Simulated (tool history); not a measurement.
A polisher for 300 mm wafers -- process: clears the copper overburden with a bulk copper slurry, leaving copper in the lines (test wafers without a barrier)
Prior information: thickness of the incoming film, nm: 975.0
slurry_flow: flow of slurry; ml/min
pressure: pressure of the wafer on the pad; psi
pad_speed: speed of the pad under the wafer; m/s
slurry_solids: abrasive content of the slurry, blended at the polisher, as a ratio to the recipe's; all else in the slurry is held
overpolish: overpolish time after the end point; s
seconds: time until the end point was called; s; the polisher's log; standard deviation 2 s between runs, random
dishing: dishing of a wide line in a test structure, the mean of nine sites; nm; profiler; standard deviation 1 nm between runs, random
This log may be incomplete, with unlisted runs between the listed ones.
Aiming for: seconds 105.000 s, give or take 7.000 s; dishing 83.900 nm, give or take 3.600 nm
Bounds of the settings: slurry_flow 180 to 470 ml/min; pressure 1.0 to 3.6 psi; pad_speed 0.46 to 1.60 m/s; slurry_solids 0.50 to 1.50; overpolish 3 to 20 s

Run 1, hour 0.0: slurry_flow 300 ml/min, pressure 2.3 psi, pad_speed 1.02 m/s, slurry_solids 1.00, overpolish 10 s. Result: seconds 139.160 s, dishing 48.657 nm.
Run 2, hour 7.5: slurry_flow 300 ml/min, pressure 2.9 psi, pad_speed 1.02 m/s, slurry_solids 1.00, overpolish 10 s. Result: seconds 113.760 s, dishing 58.758 nm.
Run 3, hour 14.1: slurry_flow 300 ml/min, pressure 2.9 psi, pad_speed 0.76 m/s, slurry_solids 1.00, overpolish 10 s. Result: seconds 146.890 s, dishing 45.929 nm.
Run 4, hour 22.4: slurry_flow 300 ml/min, pressure 2.9 psi, pad_speed 0.76 m/s, slurry_solids 1.00, overpolish 6 s. Result: seconds 145.920 s, dishing 29.711 nm.
Run 5, hour 31.3: slurry_flow 295 ml/min, pressure 2.8 psi, pad_speed 0.86 m/s, slurry_solids 1.00, overpolish 7 s. Result: seconds 135.220 s, dishing 36.568 nm.
Run 6, hour 36.1: slurry_flow 295 ml/min, pressure 2.8 psi, pad_speed 0.86 m/s, slurry_solids 0.80, overpolish 7 s. Result: seconds 140.540 s, dishing 34.387 nm.
Run 7, hour 41.2: slurry_flow 295 ml/min, pressure 2.8 psi, pad_speed 0.86 m/s, slurry_solids 0.80, overpolish 7 s. Result: seconds 141.800 s, dishing 34.323 nm.
Run 8, hour 45.2: slurry_flow 300 ml/min, pressure 2.7 psi, pad_speed 0.94 m/s, slurry_solids 0.85, overpolish 8 s. Result: seconds 133.140 s, dishing 40.697 nm.

Of the 5 settings listed for the next run, only one would bring every result within its allowed miss of target. Which one?
Run A, hour 49.2: slurry_flow 295 ml/min, pressure 3.3 psi, pad_speed 1.18 m/s, slurry_solids 0.85, overpolish 13 s. Result: seconds ?, dishing ?.
Run B, hour 49.2: slurry_flow 320 ml/min, pressure 2.4 psi, pad_speed 1.24 m/s, slurry_solids 0.70, overpolish 18 s. Result: seconds ?, dishing ?.
Run C, hour 49.2: slurry_flow 235 ml/min, pressure 2.9 psi, pad_speed 1.24 m/s, slurry_solids 0.70, overpolish 15 s. Result: seconds ?, dishing ?.
Run D, hour 49.2: slurry_flow 295 ml/min, pressure 2.9 psi, pad_speed 0.98 m/s, slurry_solids 0.75, overpolish 18 s. Result: seconds ?, dishing ?.
Run E, hour 49.2: slurry_flow 275 ml/min, pressure 2.6 psi, pad_speed 1.06 m/s, slurry_solids 0.90, overpolish 18 s. Result: seconds ?, dishing ?.

move  seconds  dishing
   A   89.653   85.970
   B  118.190   85.763
   C  103.240   84.907
   D  123.670   85.013
   E  119.800   85.822
A: corrects the largest miss of the last run, while another result sits out of spec
B: corrects the largest miss of the last run, while another result sits out of spec
C: every result within its allowed miss
D: corrects the largest miss of the last run, while another result sits out of spec
E: corrects the largest miss of the last run, while another result sits out of spec
The move that meets every target is C.
